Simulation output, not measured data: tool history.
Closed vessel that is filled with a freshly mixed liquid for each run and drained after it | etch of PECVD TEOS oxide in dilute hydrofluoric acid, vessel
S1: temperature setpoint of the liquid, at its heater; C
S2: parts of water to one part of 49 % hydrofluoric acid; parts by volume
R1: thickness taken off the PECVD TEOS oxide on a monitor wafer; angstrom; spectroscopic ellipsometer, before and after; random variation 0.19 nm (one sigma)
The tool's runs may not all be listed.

run 1 hour=0 | S1=21 S2=95 time_in_the_liquid_(s)=90 | R1=120.85
run 2 hour=2.1 | S1=21 S2=65 time_in_the_liquid_(s)=90 | R1=188.07
run 3 hour=10.4 | S1=21 S2=65 time_in_the_liquid_(s)=95 | R1=198.83
run 4 hour=19.1 | S1=21.5 S2=65 time_in_the_liquid_(s)=95 | R1=202.81
run 5 hour=26.9 | S1=21.5 S2=65 time_in_the_liquid_(s)=90 | R1=192.16
run 6 hour=35.9 | S1=21.5 S2=65 time_in_the_liquid_(s)=90 | R1=189.96
run 7 hour=41.6 | S1=22 S2=65 time_in_the_liquid_(s)=90 | R1=193.36
run 8 hour=44.8 | S1=22.5 S2=65 time_in_the_liquid_(s)=90 | R1=199.41

Run 9, settings as shown, results not yet in. Your forecast:
run 9 hour=48.9 | S1=23 S2=65 time_in_the_liquid_(s)=90 | R1=?

Run 9 produced R1 206.72 angstrom.

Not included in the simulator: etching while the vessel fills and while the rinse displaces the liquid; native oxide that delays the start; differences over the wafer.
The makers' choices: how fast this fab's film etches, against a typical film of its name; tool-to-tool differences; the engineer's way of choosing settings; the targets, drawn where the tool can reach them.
